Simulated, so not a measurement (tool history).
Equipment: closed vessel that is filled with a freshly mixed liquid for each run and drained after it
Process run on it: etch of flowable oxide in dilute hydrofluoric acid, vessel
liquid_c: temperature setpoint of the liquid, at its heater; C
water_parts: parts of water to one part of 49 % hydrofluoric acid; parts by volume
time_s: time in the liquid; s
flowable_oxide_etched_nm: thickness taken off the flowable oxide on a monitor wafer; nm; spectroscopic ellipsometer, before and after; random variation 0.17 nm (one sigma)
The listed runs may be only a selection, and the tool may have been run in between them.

Run 1, hour 0.0: liquid_c 23.0 C, water_parts 70 parts by volume, time_s 30 s. Result: flowable_oxide_etched_nm 20.304 nm.
Run 2, hour 1.9: liquid_c 23.0 C, water_parts 80 parts by volume, time_s 30 s. Result: flowable_oxide_etched_nm 17.559 nm.
Run 3, hour 11.1: liquid_c 24.5 C, water_parts 70 parts by volume, time_s 30 s. Result: flowable_oxide_etched_nm 21.722 nm.
Run 4, hour 17.7: liquid_c 26.0 C, water_parts 65 parts by volume, time_s 30 s. Result: flowable_oxide_etched_nm 24.949 nm.
Run 5, hour 21.4: liquid_c 26.0 C, water_parts 65 parts by volume, time_s 30 s. Result: flowable_oxide_etched_nm 24.978 nm.
Run 6, hour 23.0: liquid_c 27.0 C, water_parts 60 parts by volume, time_s 30 s. Result: flowable_oxide_etched_nm 28.313 nm.
Run 7, hour 25.7: liquid_c 28.0 C, water_parts 55 parts by volume, time_s 30 s. Result: flowable_oxide_etched_nm 32.258 nm.
Run 8, hour 33.9: liquid_c 28.0 C, water_parts 55 parts by volume, time_s 30 s. Result: flowable_oxide_etched_nm 32.467 nm.
Run 9, hour 35.7: liquid_c 28.5 C, water_parts 50 parts by volume, time_s 30 s. Result: flowable_oxide_etched_nm 36.595 nm.
Run 10, hour 36.9: liquid_c 29.0 C, water_parts 50 parts by volume, time_s 30 s. Result: flowable_oxide_etched_nm 37.404 nm.
Run 11, hour 40.4: liquid_c 29.0 C, water_parts 50 parts by volume, time_s 30 s. Result: flowable_oxide_etched_nm 37.219 nm.

Expected results for the next run?
Run 12, hour 44.2: liquid_c 29.5 C, water_parts 50 parts by volume, time_s 30 s. Result: flowable_oxide_etched_nm ?.

flowable_oxide_etched_nm: 38.124 nm

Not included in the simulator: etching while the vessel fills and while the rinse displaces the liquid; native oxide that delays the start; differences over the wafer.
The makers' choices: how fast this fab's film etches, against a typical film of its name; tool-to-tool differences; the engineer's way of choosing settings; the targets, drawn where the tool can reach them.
